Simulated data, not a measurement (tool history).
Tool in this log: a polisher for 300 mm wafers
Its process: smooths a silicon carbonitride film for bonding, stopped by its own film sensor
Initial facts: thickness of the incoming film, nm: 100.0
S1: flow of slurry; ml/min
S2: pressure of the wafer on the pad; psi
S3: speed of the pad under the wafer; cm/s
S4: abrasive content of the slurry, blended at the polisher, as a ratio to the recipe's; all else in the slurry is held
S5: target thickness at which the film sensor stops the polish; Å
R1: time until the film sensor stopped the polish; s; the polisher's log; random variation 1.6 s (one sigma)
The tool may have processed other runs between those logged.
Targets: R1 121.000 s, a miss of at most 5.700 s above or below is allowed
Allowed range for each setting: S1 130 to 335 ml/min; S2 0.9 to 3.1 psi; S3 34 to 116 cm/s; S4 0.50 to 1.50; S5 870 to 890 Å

Run 1, hour 0.0: S1 215 ml/min, S2 2.0 psi, S3 74 cm/s, S4 1.00, S5 870 Å. Result: R1 67.875 s.
Run 2, hour 5.7: S1 215 ml/min, S2 1.8 psi, S3 74 cm/s, S4 1.00, S5 870 Å. Result: R1 75.787 s.
Run 3, hour 7.9: S1 215 ml/min, S2 1.8 psi, S3 74 cm/s, S4 1.00, S5 890 Å. Result: R1 64.301 s.
Run 4, hour 10.1: S1 215 ml/min, S2 1.8 psi, S3 74 cm/s, S4 1.00, S5 890 Å. Result: R1 63.101 s.
Run 5, hour 13.6: S1 215 ml/min, S2 1.8 psi, S3 74 cm/s, S4 1.00, S5 890 Å. Result: R1 63.904 s.
Run 6, hour 15.6: S1 240 ml/min, S2 1.8 psi, S3 74 cm/s, S4 1.00, S5 890 Å. Result: R1 63.465 s.
Run 7, hour 18.0: S1 240 ml/min, S2 1.6 psi, S3 70 cm/s, S4 1.00, S5 890 Å. Result: R1 73.858 s.
Run 8, hour 26.5: S1 240 ml/min, S2 1.0 psi, S3 56 cm/s, S4 0.95, S5 890 Å. Result: R1 137.310 s.
Run 9, hour 27.5: S1 240 ml/min, S2 1.0 psi, S3 56 cm/s, S4 0.95, S5 890 Å. Result: R1 134.470 s.

Consider the 5 candidate settings below. Which is the only one whose results all fall within their allowed miss of target?
Run A, hour 28.5: S1 240 ml/min, S2 1.1 psi, S3 62 cm/s, S4 1.10, S5 880 Å. Result: R1 ?.
Run B, hour 28.5: S1 250 ml/min, S2 1.0 psi, S3 56 cm/s, S4 0.95, S5 890 Å. Result: R1 ?.
Run C, hour 28.5: S1 225 ml/min, S2 1.0 psi, S3 66 cm/s, S4 0.90, S5 880 Å. Result: R1 ?.
Run D, hour 28.5: S1 210 ml/min, S2 1.4 psi, S3 54 cm/s, S4 0.90, S5 890 Å. Result: R1 ?.
Run E, hour 28.5: S1 205 ml/min, S2 1.0 psi, S3 78 cm/s, S4 1.05, S5 890 Å. Result: R1 ?.

move       R1
   A  121.840
   B  137.440
   C  138.340
   D  106.460
   E  107.910
A: meets every target
B: moves away from the targets compared with the last run
C: moves away from the targets compared with the last run
D: moves the result that the last run missed by most past its target, out the other side
E: moves the result that the last run missed by most past its target, out the other side
So the answer is move A, the one that meets all the targets.
